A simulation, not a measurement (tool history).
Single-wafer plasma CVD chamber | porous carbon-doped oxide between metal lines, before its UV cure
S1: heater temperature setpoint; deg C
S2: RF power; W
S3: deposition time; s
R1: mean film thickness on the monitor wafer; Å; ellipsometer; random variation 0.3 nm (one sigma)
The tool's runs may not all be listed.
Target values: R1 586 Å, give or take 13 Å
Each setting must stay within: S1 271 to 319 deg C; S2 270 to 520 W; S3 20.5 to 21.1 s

| run | day | S1 | S2 | S3 | R1 |
|---|---|---|---|---|---|
| 1 | 0 | 295 | 395 | 20.5 | 836.16 |
| 2 | 0.254 | 295 | 415 | 20.5 | 865.73 |
| 3 | 0.317 | 295 | 415 | 21.1 | 897.41 |
| 4 | 0.458 | 301 | 375 | 20.9 | 782.18 |
| 5 | 0.508 | 301 | 375 | 20.5 | 766.21 |
| 6 | 0.629 | 292 | 375 | 20.5 | 802.99 |
| 7 | 0.95 | 298 | 350 | 20.5 | 733 |
| 8 | 1.262 | 310 | 285 | 20.5 | 559.24 |
| 9 | 1.288 | 309 | 285 | 20.5 | 564.05 |
| 10 | 1.371 | 308 | 285 | 20.5 | 558.63 |
| 11 | 1.662 | 306 | 285 | 20.5 | 561.07 |
| 12 | 1.925 | 304 | 285 | 20.5 | 572.94 |
| 13 | 2.042 | 304 | 285 | 20.5 | 572.93 |

Which single option among these 5 for the next run brings every result within its allowed miss of target? Just one does.
| A | 2.158 | 309 | 275 | 20.5 | ? |
| B | 2.158 | 302 | 285 | 20.9 | ? |
| C | 2.158 | 300 | 290 | 21.1 | ? |
| D | 2.158 | 306 | 285 | 20.5 | ? |
| E | 2.158 | 299 | 295 | 21.1 | ? |

| move | R1 |
|---|---|
| A | 535.43 |
| B | 586.7 |
| C | 609.32 |
| D | 564.68 |
| E | 623.71 |
A: the biggest miss grows against the last run
B: every result lands within tolerance
C: carries the result that was furthest off beyond its target, to the other side
D: the biggest miss grows against the last run
E: carries the result that was furthest off beyond its target, to the other side
Answer: B
